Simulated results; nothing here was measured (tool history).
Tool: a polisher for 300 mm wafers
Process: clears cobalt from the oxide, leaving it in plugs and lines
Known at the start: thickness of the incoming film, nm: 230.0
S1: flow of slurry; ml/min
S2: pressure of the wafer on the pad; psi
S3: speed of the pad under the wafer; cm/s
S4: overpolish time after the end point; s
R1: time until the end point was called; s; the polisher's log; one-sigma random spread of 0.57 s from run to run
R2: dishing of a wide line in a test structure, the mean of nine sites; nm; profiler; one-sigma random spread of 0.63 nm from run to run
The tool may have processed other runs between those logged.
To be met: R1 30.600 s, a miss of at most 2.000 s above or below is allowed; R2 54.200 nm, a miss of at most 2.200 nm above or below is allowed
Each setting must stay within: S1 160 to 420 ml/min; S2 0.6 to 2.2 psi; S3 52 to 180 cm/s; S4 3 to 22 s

Run 1, day 0.000: S1 270 ml/min, S2 1.4 psi, S3 116 cm/s, S4 11 s. Result: R1 58.409 s, R2 32.163 nm.
Run 2, day 0.029: S1 270 ml/min, S2 1.6 psi, S3 120 cm/s, S4 12 s. Result: R1 49.238 s, R2 38.152 nm.
Run 3, day 0.275: S1 270 ml/min, S2 1.8 psi, S3 120 cm/s, S4 12 s. Result: R1 43.236 s, R2 39.797 nm.
Run 4, day 0.542: S1 270 ml/min, S2 1.9 psi, S3 126 cm/s, S4 13 s. Result: R1 39.294 s, R2 42.984 nm.
At day 0.742: slurry nozzle cleaned.
Run 5, day 0.742: S1 270 ml/min, S2 2.0 psi, S3 130 cm/s, S4 14 s. Result: R1 34.964 s, R2 48.201 nm.
Run 6, day 0.900: S1 270 ml/min, S2 2.0 psi, S3 130 cm/s, S4 12 s. Result: R1 34.126 s, R2 45.394 nm.
Run 7, day 1.025: S1 270 ml/min, S2 2.0 psi, S3 130 cm/s, S4 13 s. Result: R1 35.393 s, R2 47.111 nm.
Run 8, day 1.188: S1 270 ml/min, S2 2.2 psi, S3 132 cm/s, S4 14 s. Result: R1 29.590 s, R2 51.037 nm.
Run 9, day 1.262: S1 270 ml/min, S2 2.1 psi, S3 136 cm/s, S4 15 s. Result: R1 30.260 s, R2 50.694 nm.
Run 10, day 1.454: S1 270 ml/min, S2 2.1 psi, S3 136 cm/s, S4 15 s. Result: R1 31.441 s, R2 51.409 nm.

Of the 5 settings listed for the next run, only one would bring every result within its allowed miss of target. Which one?
Run A, day 1.646: S1 225 ml/min, S2 2.2 psi, S3 132 cm/s, S4 14 s. Result: R1 ?, R2 ?.
Run B, day 1.646: S1 295 ml/min, S2 2.0 psi, S3 152 cm/s, S4 11 s. Result: R1 ?, R2 ?.
Run C, day 1.646: S1 240 ml/min, S2 2.2 psi, S3 130 cm/s, S4 13 s. Result: R1 ?, R2 ?.
Run D, day 1.646: S1 260 ml/min, S2 2.1 psi, S3 124 cm/s, S4 15 s. Result: R1 ?, R2 ?.
Run E, day 1.646: S1 240 ml/min, S2 2.2 psi, S3 132 cm/s, S4 17 s. Result: R1 ?, R2 ?.

move      R1      R2
   A  30.098  49.478
   B  27.915  46.322
   C  30.296  47.996
   D  32.887  49.162
   E  29.849  52.790
A: the biggest miss grows against the last run
B: the biggest miss grows against the last run
C: the biggest miss grows against the last run
D: the biggest miss grows against the last run
E: in spec on every target
The right move is E.
